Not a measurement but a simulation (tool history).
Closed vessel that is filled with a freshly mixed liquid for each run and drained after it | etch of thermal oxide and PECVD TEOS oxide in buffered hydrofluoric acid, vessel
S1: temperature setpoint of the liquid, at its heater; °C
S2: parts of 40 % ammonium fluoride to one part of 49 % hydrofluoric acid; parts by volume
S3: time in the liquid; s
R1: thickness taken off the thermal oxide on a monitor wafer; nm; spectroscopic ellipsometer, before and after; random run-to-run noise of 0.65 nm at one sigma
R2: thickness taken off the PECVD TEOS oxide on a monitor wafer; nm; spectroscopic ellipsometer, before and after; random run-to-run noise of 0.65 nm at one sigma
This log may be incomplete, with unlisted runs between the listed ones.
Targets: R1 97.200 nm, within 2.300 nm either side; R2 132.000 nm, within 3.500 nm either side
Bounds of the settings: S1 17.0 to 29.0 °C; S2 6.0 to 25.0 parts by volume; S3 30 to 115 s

run 1 day=0.000 | S1=21.0 S2=15.5 S3=60 | R1=35.061 R2=47.797
run 2 day=0.267 | S1=24.0 S2=15.5 S3=60 | R1=41.269 R2=56.768
run 3 day=0.321 | S1=24.0 S2=13.0 S3=60 | R1=48.937 R2=66.800
run 4 day=0.438 | S1=26.0 S2=13.0 S3=60 | R1=54.520 R2=75.377
run 5 day=0.629 | S1=26.5 S2=11.5 S3=60 | R1=63.003 R2=86.198
run 6 day=0.829 | S1=26.5 S2=11.5 S3=45 | R1=47.590 R2=64.755
run 7 day=1.012 | S1=29.0 S2=6.5 S3=60 | R1=123.720 R2=169.470
run 8 day=1.212 | S1=25.0 S2=6.5 S3=60 | R1=101.340 R2=137.340

Exactly one of the 5 candidate moves below puts every result within its allowed miss. Which one?
run A day=1.412 | S1=23.0 S2=7.5 S3=70 | R1=? R2=?
run B day=1.412 | S1=25.5 S2=7.0 S3=60 | R1=? R2=?
run C day=1.412 | S1=23.0 S2=6.5 S3=60 | R1=? R2=?
run D day=1.412 | S1=28.0 S2=11.5 S3=80 | R1=? R2=?
run E day=1.412 | S1=22.0 S2=7.5 S3=75 | R1=? R2=?

move=A R1=91.860 R2=124.670
move=B R1=97.171 R2=131.880
move=C R1=90.460 R2=122.770
move=D R1=92.191 R2=125.120
move=E R1=93.154 R2=126.430
A: takes the result that was furthest off past its target
B: all results land within tolerance of their targets
C: takes the result that was furthest off past its target
D: takes the result that was furthest off past its target
E: takes the result that was furthest off past its target
So the answer is move B, the one that meets all the targets.
